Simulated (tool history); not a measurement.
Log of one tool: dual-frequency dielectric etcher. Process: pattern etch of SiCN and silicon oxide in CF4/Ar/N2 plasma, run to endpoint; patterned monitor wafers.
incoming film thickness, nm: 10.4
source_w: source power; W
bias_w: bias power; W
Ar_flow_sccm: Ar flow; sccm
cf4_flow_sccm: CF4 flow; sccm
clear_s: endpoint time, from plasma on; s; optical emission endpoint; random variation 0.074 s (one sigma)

Run 1, day 0.000: source_w 380 W, bias_w 70 W, Ar_flow_sccm 90 sccm, cf4_flow_sccm 43 sccm. Result: clear_s 15.645 s.
Run 2, day 0.196: source_w 380 W, bias_w 70 W, Ar_flow_sccm 105 sccm, cf4_flow_sccm 43 sccm. Result: clear_s 16.047 s.
Run 3, day 0.404: source_w 380 W, bias_w 70 W, Ar_flow_sccm 115 sccm, cf4_flow_sccm 43 sccm. Result: clear_s 16.224 s.
Run 4, day 0.571: source_w 360 W, bias_w 70 W, Ar_flow_sccm 115 sccm, cf4_flow_sccm 43 sccm. Result: clear_s 16.983 s.
Run 5, day 0.679: source_w 360 W, bias_w 70 W, Ar_flow_sccm 115 sccm, cf4_flow_sccm 39 sccm. Result: clear_s 17.298 s.
Run 6, day 0.771: source_w 340 W, bias_w 70 W, Ar_flow_sccm 115 sccm, cf4_flow_sccm 39 sccm. Result: clear_s 18.101 s.
Run 7, day 0.850: source_w 330 W, bias_w 70 W, Ar_flow_sccm 115 sccm, cf4_flow_sccm 39 sccm. Result: clear_s 18.598 s.

Forecast run 8:
Run 8, day 1.046: source_w 300 W, bias_w 70 W, Ar_flow_sccm 115 sccm, cf4_flow_sccm 39 sccm. Result: clear_s ?.

{"run 8": {"clear_s": 20.24}}
